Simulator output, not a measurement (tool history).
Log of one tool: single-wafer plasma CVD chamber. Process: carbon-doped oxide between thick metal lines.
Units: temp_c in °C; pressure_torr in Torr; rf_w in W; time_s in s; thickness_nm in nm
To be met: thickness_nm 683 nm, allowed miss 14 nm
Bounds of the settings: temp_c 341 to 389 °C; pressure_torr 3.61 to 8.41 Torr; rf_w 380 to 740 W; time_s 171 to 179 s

run	hour	temp_c	pressure_torr	rf_w	time_s	thickness_nm
1	0	365	6.01	560	179	870.3
2	5.9	366	5.76	510	178	788.69
3	9.8	368	5.29	500	178	766.5
4	18.4	368	5.29	500	171	728.37
5	27	370	5.11	500	171	727.97
6	31.9	375	5.11	500	171	722.47
7	36.6	375	4.88	495	171	703.16
8	45.4	376	4.79	495	171	707.73
9	48.2	376	4.79	495	171	701.51
10	56.9	377	4.69	495	171	701.95

5 next moves are on the table. One of them brings every result within its allowed miss. Which?
A	65.6	384	3.63	545	173	?
B	65.6	370	4.21	485	179	?
C	65.6	364	4.83	445	171	?
D	65.6	374	5.18	460	178	?
E	65.6	382	4.26	475	171	?

move	thickness_nm
A	738.65
B	720.44
C	645.09
D	687.43
E	656.11
A: further off than the last run
B: further off than the last run
C: takes the result that was furthest off past its target
D: meets every target
E: takes the result that was furthest off past its target
The right move is D.
